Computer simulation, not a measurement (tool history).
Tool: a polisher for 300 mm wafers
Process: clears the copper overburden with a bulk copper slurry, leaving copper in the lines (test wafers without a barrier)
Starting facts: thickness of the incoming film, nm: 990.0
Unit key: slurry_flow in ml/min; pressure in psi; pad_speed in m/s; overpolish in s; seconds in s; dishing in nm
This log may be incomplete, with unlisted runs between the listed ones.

run  hour  slurry_flow  pressure  pad_speed  slurry_solids  overpolish  seconds  dishing
  1     0          155       3.1       1.24              1           8   75.677   66.071
  2   0.7          125       3.1       1.24              1           8   79.262   63.009
  3   2.8          125       3.1       1.24              1           5   76.531   46.145
  4    11          125       3.1       1.24              1           7   78.803   54.895
  5  14.4          125       3.7       1.24              1           7    67.82   65.631
  6  19.6          125       3.7       1.24              1           9   65.021   75.832

What will run 7 give?
  7  25.7          125       3.7       1.24              1           9        ?        ?

{"run 7": {"seconds": 69.575, "dishing": 71.451}}
